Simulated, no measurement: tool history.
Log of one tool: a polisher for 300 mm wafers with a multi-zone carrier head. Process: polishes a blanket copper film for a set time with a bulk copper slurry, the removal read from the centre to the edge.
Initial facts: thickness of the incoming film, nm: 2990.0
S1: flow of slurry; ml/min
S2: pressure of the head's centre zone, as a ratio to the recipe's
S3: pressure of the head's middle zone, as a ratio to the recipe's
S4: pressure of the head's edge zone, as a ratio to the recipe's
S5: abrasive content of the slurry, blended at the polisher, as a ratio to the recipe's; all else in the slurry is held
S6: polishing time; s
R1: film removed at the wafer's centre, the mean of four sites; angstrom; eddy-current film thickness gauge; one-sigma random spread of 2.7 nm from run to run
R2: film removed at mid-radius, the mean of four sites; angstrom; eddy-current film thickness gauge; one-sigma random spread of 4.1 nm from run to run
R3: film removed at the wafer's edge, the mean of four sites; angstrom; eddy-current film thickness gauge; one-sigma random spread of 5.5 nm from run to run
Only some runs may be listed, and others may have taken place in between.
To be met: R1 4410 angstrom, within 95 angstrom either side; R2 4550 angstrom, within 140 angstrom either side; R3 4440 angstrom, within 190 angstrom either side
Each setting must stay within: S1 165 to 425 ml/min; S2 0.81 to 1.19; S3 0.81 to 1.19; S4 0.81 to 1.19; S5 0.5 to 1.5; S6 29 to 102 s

run	hour	S1	S2	S3	S4	S5	S6	R1	R2	R3
1	0	275	1	1	1	1	65	6884.2	6416.7	6478.6
2	6.9	275	1	1	1	1	53	5660.7	5169.6	5263.3
3	10.2	265	0.96	0.99	0.96	0.9	53	5253	5060.4	4972.1
4	16.3	255	0.93	0.97	0.94	0.85	53	5061.4	4922.2	4864.1
5	21	255	0.85	0.97	0.94	0.85	53	4599.1	4943.6	4811.7
6	29.8	245	0.85	0.95	0.92	0.85	53	4544.7	4755.7	4819.3
7	38.3	240	0.85	0.95	0.9	0.8	53	4461.9	4715.4	4738.1
8	45.9	250	0.86	0.95	0.89	0.75	53	4533.2	4804.5	4723.6
9	51.1	240	0.87	0.95	0.88	0.7	53	4499.7	4594	4574.5
# hour 55.6: centre zone pressure recalibrated
10	55.6	235	0.87	0.95	0.87	0.7	53	4105.3	4621.5	4618.3
11	59.4	310	0.9	0.95	0.84	0.5	52	4166.3	4419.4	4214
12	67.4	310	0.9	0.95	0.86	0.5	52	4111.9	4445.1	4287

Which of these 4 next moves meets every target?
A	75.4	320	0.83	0.98	0.87	0.5	52	?	?	?
B	75.4	335	0.92	1.05	0.86	0.5	47	?	?	?
C	75.4	365	0.99	0.98	0.92	0.75	49	?	?	?
D	75.4	370	0.91	0.92	0.81	0.7	51	?	?	?

move	R1	R2	R3
A	3818.8	4473.8	4364
B	3849.8	4303.4	3933.5
C	4639.2	4539.7	4534.9
D	4389	4438.7	4414.6
A: misses by more than the last run did
B: misses by more than the last run did
C: takes the result that was furthest off past its target
D: every result lands within tolerance
Correct choice: D, which meets every target
